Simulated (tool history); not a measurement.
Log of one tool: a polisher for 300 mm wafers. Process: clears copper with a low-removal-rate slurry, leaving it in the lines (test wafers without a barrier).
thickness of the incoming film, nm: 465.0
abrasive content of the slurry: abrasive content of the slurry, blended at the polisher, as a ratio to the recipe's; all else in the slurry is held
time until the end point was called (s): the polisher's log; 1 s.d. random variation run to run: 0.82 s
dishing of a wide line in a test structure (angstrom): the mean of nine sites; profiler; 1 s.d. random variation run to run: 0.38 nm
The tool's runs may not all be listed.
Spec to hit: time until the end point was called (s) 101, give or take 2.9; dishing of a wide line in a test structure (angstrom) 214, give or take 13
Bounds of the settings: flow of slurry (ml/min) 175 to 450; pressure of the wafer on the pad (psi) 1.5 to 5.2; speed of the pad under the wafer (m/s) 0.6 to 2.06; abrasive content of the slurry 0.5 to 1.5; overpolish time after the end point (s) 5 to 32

| run | hour | flow of slurry (ml/min) | pressure of the wafer on the pad (psi) | speed of the pad under the wafer (m/s) | abrasive content of the slurry | overpolish time after the end point (s) | time until the end point was called (s) | dishing of a wide line in a test structure (angstrom) |
|---|---|---|---|---|---|---|---|---|
| 1 | 0 | 290 | 3.3 | 1.32 | 1 | 16 | 84.455 | 603.43 |
| 2 | 1.6 | 290 | 3 | 1.36 | 1 | 13 | 86.897 | 495.91 |
| 3 | 8.7 | 290 | 3 | 1.08 | 1 | 13 | 107.89 | 399.25 |
| 4 | 9.8 | 290 | 3 | 1.08 | 1 | 10 | 107.85 | 323.1 |
| 5 | 17.8 | 320 | 3 | 1.02 | 1.15 | 9 | 109.63 | 298.17 |
| 6 | 25.7 | 355 | 3.1 | 1 | 1.25 | 8 | 109.1 | 269.32 |
| 7 | 29.3 | 380 | 3.2 | 1 | 1.3 | 7 | 104.22 | 238.14 |
| 8 | 36.5 | 390 | 3.2 | 1 | 1.3 | 7 | 103.5 | 240.43 |
| 9 | 37.6 | 355 | 3.3 | 1.02 | 1.3 | 5 | 100.36 | 177.38 |
| 10 | 43 | 370 | 3.3 | 1.02 | 1.3 | 5 | 101.13 | 181.19 |
| 11 | 46.5 | 375 | 3.3 | 1.02 | 1.3 | 9 | 100.88 | 318.88 |
| 12 | 47.6 | 365 | 3.3 | 1.02 | 1.3 | 8 | 100.09 | 277.79 |
| 13 | 55 | 365 | 3.3 | 1.02 | 1.25 | 8 | 102.04 | 273.33 |
| 14 | 60.5 | 350 | 3.3 | 1.02 | 1.3 | 8 | 101.94 | 274.18 |
|  | 63.7 | slurry blender recalibrated |
| 15 | 63.7 | 355 | 3.3 | 1.02 | 1.25 | 8 | 99.633 | 287 |
| 16 | 68.4 | 355 | 3.2 | 1.04 | 1.25 | 8 | 97.979 | 288.74 |

Pick the move, out of 4, that brings all results within their allowed miss; only one does.
| A | 73.1 | 385 | 2.8 | 1.14 | 1.25 | 7 | ? | ? |
| B | 73.1 | 330 | 3 | 1.04 | 1.35 | 6 | ? | ? |
| C | 73.1 | 355 | 3.1 | 1.16 | 1.25 | 9 | ? | ? |
| D | 73.1 | 390 | 3.2 | 1.08 | 1.3 | 5 | ? | ? |

| move | time until the end point was called (s) | dishing of a wide line in a test structure (angstrom) |
|---|---|---|
| A | 96.632 | 256.54 |
| B | 101.02 | 213.3 |
| C | 89.822 | 346.06 |
| D | 93.056 | 194.19 |
A: moves toward the targets from the last run without getting all of them in spec
B: each result inside its tolerance
C: lands further from the targets than the last run did
D: carries the result that was furthest off beyond its target, to the other side
Move B is the one to make.
